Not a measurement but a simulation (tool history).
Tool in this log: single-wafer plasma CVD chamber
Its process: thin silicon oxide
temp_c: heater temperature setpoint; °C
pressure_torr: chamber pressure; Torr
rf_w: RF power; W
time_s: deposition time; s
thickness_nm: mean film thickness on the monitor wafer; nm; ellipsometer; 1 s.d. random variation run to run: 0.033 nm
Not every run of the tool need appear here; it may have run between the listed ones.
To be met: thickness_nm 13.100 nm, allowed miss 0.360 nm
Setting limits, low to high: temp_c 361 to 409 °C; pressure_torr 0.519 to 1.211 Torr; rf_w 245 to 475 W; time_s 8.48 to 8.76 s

run 1 hour=0.0 | temp_c=385 pressure_torr=0.865 rf_w=360 time_s=8.48 | thickness_nm=19.421
run 2 hour=7.8 | temp_c=385 pressure_torr=0.865 rf_w=315 time_s=8.48 | thickness_nm=18.125
run 3 hour=12.6 | temp_c=385 pressure_torr=0.865 rf_w=285 time_s=8.48 | thickness_nm=17.242
run 4 hour=13.6 | temp_c=385 pressure_torr=0.835 rf_w=285 time_s=8.48 | thickness_nm=16.708
run 5 hour=16.3 | temp_c=385 pressure_torr=0.835 rf_w=285 time_s=8.48 | thickness_nm=16.642
run 6 hour=20.4 | temp_c=390 pressure_torr=0.835 rf_w=285 time_s=8.48 | thickness_nm=16.624
run 7 hour=27.1 | temp_c=390 pressure_torr=0.810 rf_w=285 time_s=8.48 | thickness_nm=16.059
run 8 hour=35.3 | temp_c=390 pressure_torr=0.790 rf_w=285 time_s=8.48 | thickness_nm=15.684
run 9 hour=39.8 | temp_c=390 pressure_torr=0.773 rf_w=285 time_s=8.48 | thickness_nm=15.295
-- hour=47.5 thermocouple changed; heater temperature recalibrated
run 10 hour=47.5 | temp_c=390 pressure_torr=0.759 rf_w=285 time_s=8.48 | thickness_nm=15.071
run 11 hour=54.3 | temp_c=390 pressure_torr=0.746 rf_w=285 time_s=8.48 | thickness_nm=14.830
run 12 hour=56.5 | temp_c=390 pressure_torr=0.609 rf_w=280 time_s=8.48 | thickness_nm=11.621
run 13 hour=62.6 | temp_c=390 pressure_torr=0.618 rf_w=280 time_s=8.48 | thickness_nm=11.848
run 14 hour=71.0 | temp_c=390 pressure_torr=0.625 rf_w=280 time_s=8.48 | thickness_nm=11.979
run 15 hour=73.7 | temp_c=390 pressure_torr=0.722 rf_w=285 time_s=8.49 | thickness_nm=14.311
run 16 hour=75.8 | temp_c=389 pressure_torr=0.717 rf_w=285 time_s=8.49 | thickness_nm=14.194

Which of these 5 next moves meets every target?
run A hour=77.9 | temp_c=389 pressure_torr=0.682 rf_w=245 time_s=8.48 | thickness_nm=?
run B hour=77.9 | temp_c=399 pressure_torr=0.716 rf_w=250 time_s=8.61 | thickness_nm=?
run C hour=77.9 | temp_c=398 pressure_torr=0.688 rf_w=245 time_s=8.48 | thickness_nm=?
run D hour=77.9 | temp_c=394 pressure_torr=0.646 rf_w=275 time_s=8.48 | thickness_nm=?
run E hour=77.9 | temp_c=388 pressure_torr=0.621 rf_w=295 time_s=8.59 | thickness_nm=?

move=A thickness_nm=12.287
move=B thickness_nm=13.255
move=C thickness_nm=12.331
move=D thickness_nm=12.328
move=E thickness_nm=12.455
A: takes the biggest miss from the last run beyond its target
B: meets every target
C: takes the biggest miss from the last run beyond its target
D: takes the biggest miss from the last run beyond its target
E: takes the biggest miss from the last run beyond its target
Answer: B
